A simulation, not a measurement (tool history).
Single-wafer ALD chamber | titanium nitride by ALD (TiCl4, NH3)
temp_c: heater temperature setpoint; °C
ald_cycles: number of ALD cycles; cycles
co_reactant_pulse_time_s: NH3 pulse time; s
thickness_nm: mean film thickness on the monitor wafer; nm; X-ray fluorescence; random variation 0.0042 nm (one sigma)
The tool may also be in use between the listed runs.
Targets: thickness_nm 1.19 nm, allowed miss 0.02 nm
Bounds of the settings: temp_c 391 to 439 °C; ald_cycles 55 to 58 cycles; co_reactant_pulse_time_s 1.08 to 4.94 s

Run 1, day 0: temp_c 415 °C, ald_cycles 58 cycles, co_reactant_pulse_time_s 3.01 s. Result: thickness_nm 1.2881 nm.
Run 2, day 0.333: temp_c 410 °C, ald_cycles 57 cycles, co_reactant_pulse_time_s 2.5 s. Result: thickness_nm 1.2525 nm.
Run 3, day 0.554: temp_c 408 °C, ald_cycles 56 cycles, co_reactant_pulse_time_s 2.24 s. Result: thickness_nm 1.2281 nm.
Run 4, day 0.658: temp_c 407 °C, ald_cycles 56 cycles, co_reactant_pulse_time_s 2.03 s. Result: thickness_nm 1.2206 nm.
Run 5, day 0.696: temp_c 406 °C, ald_cycles 56 cycles, co_reactant_pulse_time_s 1.91 s. Result: thickness_nm 1.2128 nm.
Run 6, day 0.854: temp_c 412 °C, ald_cycles 56 cycles, co_reactant_pulse_time_s 1.91 s. Result: thickness_nm 1.2198 nm.
Run 7, day 0.933: temp_c 412 °C, ald_cycles 56 cycles, co_reactant_pulse_time_s 1.8 s. Result: thickness_nm 1.2186 nm.
Run 8, day 1.242: temp_c 411 °C, ald_cycles 56 cycles, co_reactant_pulse_time_s 1.7 s. Result: thickness_nm 1.22 nm.
Run 9, day 1.554: temp_c 410 °C, ald_cycles 56 cycles, co_reactant_pulse_time_s 1.6 s. Result: thickness_nm 1.2249 nm.
Run 10, day 1.904: temp_c 407 °C, ald_cycles 56 cycles, co_reactant_pulse_time_s 1.52 s. Result: thickness_nm 1.2177 nm.
Run 11, day 2.271: temp_c 406 °C, ald_cycles 56 cycles, co_reactant_pulse_time_s 1.4 s. Result: thickness_nm 1.2137 nm.
Run 12, day 2.388: temp_c 405 °C, ald_cycles 56 cycles, co_reactant_pulse_time_s 1.33 s. Result: thickness_nm 1.2164 nm.

5 next moves are on the table. One of them brings every result within its allowed miss. Which?
Run A, day 2.504: temp_c 416 °C, ald_cycles 58 cycles, co_reactant_pulse_time_s 1.09 s. Result: thickness_nm ?.
Run B, day 2.504: temp_c 418 °C, ald_cycles 57 cycles, co_reactant_pulse_time_s 1.08 s. Result: thickness_nm ?.
Run C, day 2.504: temp_c 403 °C, ald_cycles 58 cycles, co_reactant_pulse_time_s 1.09 s. Result: thickness_nm ?.
Run D, day 2.504: temp_c 401 °C, ald_cycles 58 cycles, co_reactant_pulse_time_s 1.08 s. Result: thickness_nm ?.
Run E, day 2.504: temp_c 410 °C, ald_cycles 55 cycles, co_reactant_pulse_time_s 1.08 s. Result: thickness_nm ?.

move  thickness_nm
   A        1.2601
   B        1.2392
   C        1.2529
   D        1.2514
   E        1.1916
A: further off than the last run
B: further off than the last run
C: further off than the last run
D: further off than the last run
E: meets every target
Move E is the one to make.
